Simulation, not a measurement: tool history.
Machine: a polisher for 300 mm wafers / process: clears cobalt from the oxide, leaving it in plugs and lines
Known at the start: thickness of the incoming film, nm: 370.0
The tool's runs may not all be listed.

run  hour  flow of slurry (ml/min)  pressure of the wafer on the pad (kPa)  speed of the pad under the wafer (m/s)  overpolish time after the end point (s)  time until the end point was called (s)  dishing of a wide line in a test structure (nm)
  1   0.0                      265                                    11.7                                    0.92                                       14                                  105.500                                           36.795
  2   1.5                      265                                    11.7                                    0.78                                       14                                  121.500                                           33.664
  3   9.5                      265                                    13.1                                    0.78                                       14                                  109.960                                           35.859
  4  15.8                      265                                    13.1                                    0.78                                       11                                  108.210                                           30.216
  5  19.6                      265                                    14.5                                    0.78                                       11                                  100.670                                           32.433
  6  21.1                      265                                    15.2                                    0.78                                       10                                   98.455                                           30.547
  7  24.0                      270                                    18.6                                    0.84                                       10                                   77.049                                           37.244

Forecast run 8:
  8  27.2                      270                                    18.6                                    0.86                                       10                                        ?                                                ?

time until the end point was called (s): 73.841
dishing of a wide line in a test structure (nm): 36.076
